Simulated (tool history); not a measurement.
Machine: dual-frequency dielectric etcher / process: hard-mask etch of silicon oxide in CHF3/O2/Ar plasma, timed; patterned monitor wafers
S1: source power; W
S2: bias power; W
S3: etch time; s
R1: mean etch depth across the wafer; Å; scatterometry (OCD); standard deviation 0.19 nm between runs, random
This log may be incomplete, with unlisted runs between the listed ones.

run	hour	S1	S2	S3	R1
1	0.0	780	219	25	499.95
2	7.0	780	235	25	518.22
3	10.3	780	235	26	537.08
4	12.9	780	235	26	535.34
5	14.8	670	235	26	488.29
6	21.3	570	235	26	449.14

Run 7, settings as shown, results not yet in. Your forecast:
7	23.3	560	230	26	?

{"run 7": {"R1": 438.33}}
